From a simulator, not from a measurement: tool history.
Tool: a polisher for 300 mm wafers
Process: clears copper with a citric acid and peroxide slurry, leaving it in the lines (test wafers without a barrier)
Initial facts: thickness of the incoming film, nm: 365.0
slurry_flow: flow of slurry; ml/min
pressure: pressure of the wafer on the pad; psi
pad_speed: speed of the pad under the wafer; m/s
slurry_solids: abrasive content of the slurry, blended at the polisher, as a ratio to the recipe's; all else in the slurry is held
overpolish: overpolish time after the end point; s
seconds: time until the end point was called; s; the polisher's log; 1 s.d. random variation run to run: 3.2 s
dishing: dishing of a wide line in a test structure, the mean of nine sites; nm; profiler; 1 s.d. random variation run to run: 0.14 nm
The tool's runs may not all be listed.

run	hour	slurry_flow	pressure	pad_speed	slurry_solids	overpolish	seconds	dishing
1	0	180	3.9	0.96	1	13	159.2	23.84
2	0.8	150	3.9	0.96	1	13	167.47	22.409
3	1.6	160	3.5	0.96	1	11	172.01	18.78
4	5.1	160	3.5	0.74	1	11	221.23	14.868
5	13.4	160	3.5	0.64	1	11	253.53	12.874
6	18.5	165	3.4	0.64	1	10	263.48	11.731
7	20.5	165	3.4	0.64	1	9	258.63	10.516

Forecast run 8:
8	22.7	165	3.4	0.64	1	8	?	?

{"run 8": {"seconds": 255.87, "dishing": 9.5437}}
